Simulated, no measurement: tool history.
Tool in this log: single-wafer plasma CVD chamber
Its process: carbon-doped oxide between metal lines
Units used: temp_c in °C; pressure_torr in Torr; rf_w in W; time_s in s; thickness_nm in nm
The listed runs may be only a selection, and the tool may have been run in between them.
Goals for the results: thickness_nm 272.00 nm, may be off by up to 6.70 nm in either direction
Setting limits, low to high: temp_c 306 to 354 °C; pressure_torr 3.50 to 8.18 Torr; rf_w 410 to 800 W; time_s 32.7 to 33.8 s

{"run": 1, "day": 0.0, "temp_c": 330, "pressure_torr": 5.84, "rf_w": 605, "time_s": 32.7, "thickness_nm": 221.96}
{"run": 2, "day": 0.146, "temp_c": 329, "pressure_torr": 5.94, "rf_w": 625, "time_s": 32.8, "thickness_nm": 229.72}
{"run": 3, "day": 0.317, "temp_c": 329, "pressure_torr": 6.71, "rf_w": 625, "time_s": 32.8, "thickness_nm": 231.13}
{"run": 4, "day": 0.575, "temp_c": 328, "pressure_torr": 6.76, "rf_w": 640, "time_s": 32.9, "thickness_nm": 235.07}
{"run": 5, "day": 0.921, "temp_c": 328, "pressure_torr": 6.37, "rf_w": 640, "time_s": 32.9, "thickness_nm": 234.76}
{"run": 6, "day": 1.25, "temp_c": 328, "pressure_torr": 5.8, "rf_w": 640, "time_s": 32.9, "thickness_nm": 231.88}
{"run": 7, "day": 1.483, "temp_c": 327, "pressure_torr": 5.87, "rf_w": 660, "time_s": 33.0, "thickness_nm": 239.59}
{"run": 8, "day": 1.596, "temp_c": 326, "pressure_torr": 5.91, "rf_w": 675, "time_s": 33.1, "thickness_nm": 241.56}
{"run": 9, "day": 1.825, "temp_c": 326, "pressure_torr": 5.95, "rf_w": 690, "time_s": 33.2, "thickness_nm": 249.19}
{"run": 10, "day": 2.175, "temp_c": 325, "pressure_torr": 5.99, "rf_w": 700, "time_s": 33.2, "thickness_nm": 250.45}
{"run": 11, "day": 2.475, "temp_c": 325, "pressure_torr": 6.03, "rf_w": 710, "time_s": 33.2, "thickness_nm": 257.2}
{"run": 12, "day": 2.746, "temp_c": 325, "pressure_torr": 6.08, "rf_w": 715, "time_s": 33.2, "thickness_nm": 255.32}

Next run, 4 choices. One meets every target within its allowed miss, the rest don't. Which?
{"run": "A", "day": 3.017, "temp_c": 318, "pressure_torr": 6.38, "rf_w": 715, "time_s": 33.8, "thickness_nm": "?"}
{"run": "B", "day": 3.017, "temp_c": 321, "pressure_torr": 3.95, "rf_w": 650, "time_s": 32.7, "thickness_nm": "?"}
{"run": "C", "day": 3.017, "temp_c": 318, "pressure_torr": 5.09, "rf_w": 650, "time_s": 33.1, "thickness_nm": "?"}
{"run": "D", "day": 3.017, "temp_c": 320, "pressure_torr": 6.46, "rf_w": 680, "time_s": 32.7, "thickness_nm": "?"}

move=A thickness_nm=270.73
move=B thickness_nm=229.85
move=C thickness_nm=244.42
move=D thickness_nm=252.54
A: all results land within tolerance of their targets
B: the biggest miss grows against the last run
C: the biggest miss grows against the last run
D: the biggest miss grows against the last run
Go with A: it meets all targets.
